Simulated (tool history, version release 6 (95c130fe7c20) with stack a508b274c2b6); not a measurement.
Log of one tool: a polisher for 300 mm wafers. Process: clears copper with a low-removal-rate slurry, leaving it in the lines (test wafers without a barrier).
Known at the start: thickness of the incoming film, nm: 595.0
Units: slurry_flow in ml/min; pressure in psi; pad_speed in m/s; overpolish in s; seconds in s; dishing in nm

run	day	slurry_flow	pressure	pad_speed	slurry_solids	overpolish	seconds	dishing
1	0.000	275	2.9	1.30	1.0	25	185.73	52.425
2	0.358	275	3.2	1.30	1.0	25	167.35	57.333
3	0.379	275	3.3	1.30	1.0	26	165.83	60.643
4	0.483	275	3.3	1.08	1.0	26	200.06	52.169
5	0.817	275	3.3	1.22	1.0	26	181.69	58.009
6	1.179	275	2.9	1.22	1.0	26	194.81	52.267
7	1.425	275	3.2	1.22	1.0	26	184.14	56.604

Run 8 comes next. What will it give?
8	1.638	275	3.5	1.22	1.0	26	?	?

seconds: 163.98 s
dishing: 60.261 nm

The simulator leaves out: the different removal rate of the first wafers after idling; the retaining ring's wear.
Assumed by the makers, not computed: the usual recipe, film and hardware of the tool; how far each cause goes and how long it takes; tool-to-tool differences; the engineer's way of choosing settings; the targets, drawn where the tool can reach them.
